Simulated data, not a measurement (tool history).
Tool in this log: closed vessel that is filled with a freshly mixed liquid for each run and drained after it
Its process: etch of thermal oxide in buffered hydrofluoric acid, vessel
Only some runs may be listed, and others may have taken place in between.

run    day  temperature setpoint of the liquid (°C)  parts of 40 % ammonium fluoride to one part of 49 % hydrofluoric acid (parts by volume)  time in the liquid (s)  thickness taken off the thermal oxide on a monitor wafer (angstrom)
  1      0                                       25                                                                                       20                     100                                                               722.24
  2  0.321                                       25                                                                                     16.5                     100                                                               874.21
  3  0.462                                       25                                                                                       12                     100                                                               1190.4
  4  0.829                                       24                                                                                       12                     100                                                               1122.1
  5  0.921                                     23.5                                                                                       12                     100                                                               1092.7
  6  1.212                                       23                                                                                       12                     100                                                               1062.9
  7  1.471                                     22.5                                                                                       12                     100                                                               1043.8
  8  1.642                                       22                                                                                       12                     100                                                               1021.2
  9  1.867                                       18                                                                                     12.5                     100                                                               781.85

Run 10 has not been measured yet. What should we expect?
 10  2.129                                     18.5                                                                                     12.5                     100                                                                    ?

{"run 10": {"thickness taken off the thermal oxide on a monitor wafer (angstrom)": 799.23}}
